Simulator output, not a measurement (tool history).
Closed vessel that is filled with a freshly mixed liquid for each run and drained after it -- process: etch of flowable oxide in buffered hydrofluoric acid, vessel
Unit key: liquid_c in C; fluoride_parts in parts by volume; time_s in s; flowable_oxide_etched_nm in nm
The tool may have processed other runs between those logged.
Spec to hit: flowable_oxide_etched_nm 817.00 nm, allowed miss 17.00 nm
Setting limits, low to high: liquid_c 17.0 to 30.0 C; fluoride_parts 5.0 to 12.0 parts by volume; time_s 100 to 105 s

run,hour,liquid_c,fluoride_parts,time_s,flowable_oxide_etched_nm
1,0.0,22.0,7.0,100,448.89
2,0.9,22.0,7.0,105,469.08
3,4.2,23.5,7.0,105,507.17
4,8.1,23.5,7.0,100,482.34
5,14.0,23.5,8.5,100,392.40
6,15.6,23.5,7.5,100,449.54
7,19.2,24.5,7.5,100,476.48
8,21.4,25.0,7.5,100,484.21
9,23.4,25.5,7.5,100,495.16
10,29.7,26.0,7.0,100,554.15
11,32.5,26.5,7.0,100,568.95
12,40.0,30.0,5.5,100,840.81

Consider the 4 candidate settings below. Which is the only one whose results all fall within their allowed miss of target?
A,47.5,29.5,5.5,105,?
B,47.5,30.0,6.0,105,?
C,47.5,29.0,5.0,100,?
D,47.5,28.5,5.0,100,?

move,flowable_oxide_etched_nm
A,862.55
B,822.64
C,867.13
D,844.59
A: its largest miss is bigger than the last run's
B: all results land within tolerance of their targets
C: its largest miss is bigger than the last run's
D: its largest miss is bigger than the last run's
The move that meets every target is B.

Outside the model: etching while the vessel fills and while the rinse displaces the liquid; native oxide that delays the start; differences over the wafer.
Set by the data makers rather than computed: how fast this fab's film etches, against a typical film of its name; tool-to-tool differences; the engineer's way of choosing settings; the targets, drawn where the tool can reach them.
